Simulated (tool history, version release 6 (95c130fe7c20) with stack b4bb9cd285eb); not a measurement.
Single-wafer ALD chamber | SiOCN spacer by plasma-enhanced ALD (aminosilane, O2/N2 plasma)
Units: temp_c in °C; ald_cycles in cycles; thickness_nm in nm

run  hour  temp_c  ald_cycles  thickness_nm
  1   0.0     380          29        1.7732
  2   3.4     380          30        1.8016
  3  10.6     380          32        1.9686
  4  15.3     380          34        2.0456
  5  21.5     380          35        2.1386
  6  24.9     380          31        1.8863
  7  30.4     380          32        1.9382

Forecast run 8:
  8  31.8     380          33             ?

{"run 8": {"thickness_nm": 1.9867}}
